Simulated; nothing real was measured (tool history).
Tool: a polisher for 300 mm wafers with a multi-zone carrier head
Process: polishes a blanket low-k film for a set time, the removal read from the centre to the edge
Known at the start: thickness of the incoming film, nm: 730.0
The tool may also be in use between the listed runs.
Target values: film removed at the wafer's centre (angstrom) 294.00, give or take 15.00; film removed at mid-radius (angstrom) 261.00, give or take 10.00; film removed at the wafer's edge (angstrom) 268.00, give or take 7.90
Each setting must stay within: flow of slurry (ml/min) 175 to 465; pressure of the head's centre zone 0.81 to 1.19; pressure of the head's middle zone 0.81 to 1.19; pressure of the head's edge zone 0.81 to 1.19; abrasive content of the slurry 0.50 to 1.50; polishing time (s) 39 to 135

run	day	flow of slurry (ml/min)	pressure of the head's centre zone	pressure of the head's middle zone	pressure of the head's edge zone	abrasive content of the slurry	polishing time (s)	film removed at the wafer's centre (angstrom)	film removed at mid-radius (angstrom)	film removed at the wafer's edge (angstrom)
1	0.000	295	1.00	1.00	1.00	1.00	87	367.08	385.55	381.74
2	0.042	295	1.01	0.98	0.98	0.90	86	357.45	353.28	362.42
3	0.083	295	1.01	0.98	0.98	0.90	100	429.53	408.22	417.12
4	0.121	295	1.01	0.98	0.92	0.90	100	423.05	412.25	410.12
5	0.338	295	1.01	0.93	0.92	0.90	100	423.89	406.21	400.76
6	0.362	295	0.94	0.93	0.92	0.90	100	402.10	404.49	407.60
7	0.671	295	0.95	0.92	0.91	0.85	97	376.78	385.42	384.23
8	0.692	290	0.97	0.90	0.91	0.80	95	370.84	356.19	360.68
9	0.729	285	0.97	0.89	0.90	0.75	94	355.94	334.54	345.09
10	1.062	285	0.97	0.89	0.89	0.70	93	337.85	325.87	330.36
11	1.183	280	0.97	0.88	0.88	0.65	92	322.45	301.51	312.33
12	1.283	275	0.97	0.88	0.87	0.65	92	322.33	297.12	307.09
13	1.446	265	0.97	0.88	0.86	0.65	92	313.39	300.92	307.24
14	1.746	260	0.98	0.88	0.85	0.65	92	323.94	301.34	304.28
15	1.888	255	0.98	0.87	0.84	0.65	92	325.80	294.61	302.37
16	2.154	245	0.98	0.87	0.82	0.55	91	285.81	269.86	269.16

4 candidate next runs follow, results not yet known. Just one meets every target within its allowed miss. Identify it.
A	2.421	295	1.08	0.92	0.81	0.65	83	?	?	?
B	2.421	200	0.94	1.02	0.84	0.50	97	?	?	?
C	2.421	180	1.11	1.01	0.81	0.65	84	?	?	?
D	2.421	195	1.06	0.88	0.87	0.55	88	?	?	?

move	film removed at the wafer's centre (angstrom)	film removed at mid-radius (angstrom)	film removed at the wafer's edge (angstrom)
A	308.15	290.93	269.38
B	272.01	306.89	271.22
C	300.58	297.81	261.86
D	282.34	263.68	262.52
A: its largest miss is bigger than the last run's
B: its largest miss is bigger than the last run's
C: its largest miss is bigger than the last run's
D: meets every target
So the answer is move D, the one that meets all the targets.
